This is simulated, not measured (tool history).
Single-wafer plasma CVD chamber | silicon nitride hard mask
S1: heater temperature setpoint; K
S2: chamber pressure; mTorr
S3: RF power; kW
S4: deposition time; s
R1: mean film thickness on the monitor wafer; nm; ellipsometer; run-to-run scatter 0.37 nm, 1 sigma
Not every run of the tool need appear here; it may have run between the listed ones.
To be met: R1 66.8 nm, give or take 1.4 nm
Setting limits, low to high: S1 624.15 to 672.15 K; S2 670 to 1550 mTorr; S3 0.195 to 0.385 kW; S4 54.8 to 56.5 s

run,hour,S1,S2,S3,S4,R1
1,0,648.15,1110,0.29,54.8,52.612
2,4.8,648.15,1110,0.255,54.8,47.121
3,7.1,648.15,1200,0.275,55,52.396
4,13.1,648.15,1200,0.3,55,55.928
5,15.4,648.15,1280,0.305,55.1,58.578
6,22.3,648.15,1280,0.29,55.1,55.631
7,25.9,648.15,1330,0.3,55.2,59.145
8,31.3,648.15,1380,0.305,55.2,60.958
9,38.2,648.15,1420,0.31,55.2,60.984
10,41.8,648.15,1440,0.315,55.3,63.11

Pick the move, out of 5, that brings all results within their allowed miss; only one does.
A,45.4,651.15,1350,0.32,54.8,?
B,45.4,639.15,1280,0.35,56.3,?
C,45.4,663.15,1390,0.305,54.8,?
D,45.4,648.15,1480,0.295,55.2,?
E,45.4,651.15,1380,0.3,54.8,?

move,R1
A,61.384
B,66.322
C,59.505
D,60.021
E,58.834
A: lands further from the targets than the last run did
B: meets every target
C: lands further from the targets than the last run did
D: lands further from the targets than the last run did
E: lands further from the targets than the last run did
The move that meets every target is B.
